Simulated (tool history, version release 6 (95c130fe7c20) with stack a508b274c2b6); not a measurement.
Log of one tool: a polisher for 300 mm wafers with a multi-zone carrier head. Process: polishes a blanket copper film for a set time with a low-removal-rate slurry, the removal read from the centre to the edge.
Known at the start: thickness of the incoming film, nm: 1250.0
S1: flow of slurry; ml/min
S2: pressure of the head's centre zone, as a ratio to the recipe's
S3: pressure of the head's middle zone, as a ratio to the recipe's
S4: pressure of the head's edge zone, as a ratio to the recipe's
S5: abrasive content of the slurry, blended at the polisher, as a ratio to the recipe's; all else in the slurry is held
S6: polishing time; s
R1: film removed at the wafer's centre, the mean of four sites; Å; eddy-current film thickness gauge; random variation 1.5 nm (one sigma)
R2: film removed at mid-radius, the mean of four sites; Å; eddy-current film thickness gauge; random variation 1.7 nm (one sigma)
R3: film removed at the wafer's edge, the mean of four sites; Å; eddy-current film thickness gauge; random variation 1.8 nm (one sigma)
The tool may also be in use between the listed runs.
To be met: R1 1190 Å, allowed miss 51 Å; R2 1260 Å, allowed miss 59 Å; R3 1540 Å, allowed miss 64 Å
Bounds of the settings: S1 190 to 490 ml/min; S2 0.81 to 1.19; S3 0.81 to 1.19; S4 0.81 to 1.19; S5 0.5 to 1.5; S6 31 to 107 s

run	hour	S1	S2	S3	S4	S5	S6	R1	R2	R3
1	0	315	1	1	1	1	69	1993.5	2088.8	2069
2	2.6	285	1	1	1	1	69	2033.6	2083.5	2056.7
3	4.5	285	1	1	1	0.9	69	2008.9	1978.8	2040.2
4	7.1	285	1	1	1.07	0.9	69	2010.5	2013.4	2100.9
5	12.2	285	0.98	0.99	1.08	0.85	67	1845.2	1915	2075.3
6	15.8	285	0.98	0.99	1.08	1	67	1941.2	1949.9	2090.4
7	21	285	0.97	0.98	1.07	0.95	65	1887.8	1841.3	1958.7
8	29.4	300	0.95	0.98	1.08	0.9	63	1759.7	1839.5	1984.7
9	34.8	230	0.87	0.88	1.01	0.65	46	1090.7	1132.1	1289
10	41.5	235	0.87	0.88	1.03	0.65	46	1056.5	1146.8	1293.8
11	50	240	0.88	0.88	1.05	0.65	46	1089.2	1116.7	1344.4
12	55	240	0.88	0.88	1.05	0.65	46	1094.4	1142	1329
13	61.2	245	0.88	0.88	1.06	0.65	46	1088.9	1134.9	1326.5
14	68.2	245	0.88	0.88	1.07	0.65	46	1116.3	1118.4	1376
15	73.5	260	0.87	0.98	1.16	0.85	47	1171.2	1309.5	1468.9

Which of these 4 next moves meets every target?
A	78.8	245	0.96	0.9	1.13	0.95	44	?	?	?
B	78.8	250	0.97	0.9	1.14	0.8	48	?	?	?
C	78.8	260	0.88	0.92	1.19	0.8	48	?	?	?
D	78.8	200	0.97	1.04	1.05	1.05	45	?	?	?

move	R1	R2	R3
A	1185.2	1134.6	1410.6
B	1281.4	1213.5	1514.6
C	1168.4	1242.7	1554.3
D	1200	1287	1374.3
A: further off than the last run
B: brings the result that was furthest off to its target, and leaves another outside
C: meets every target
D: further off than the last run
Move C is the one to make.
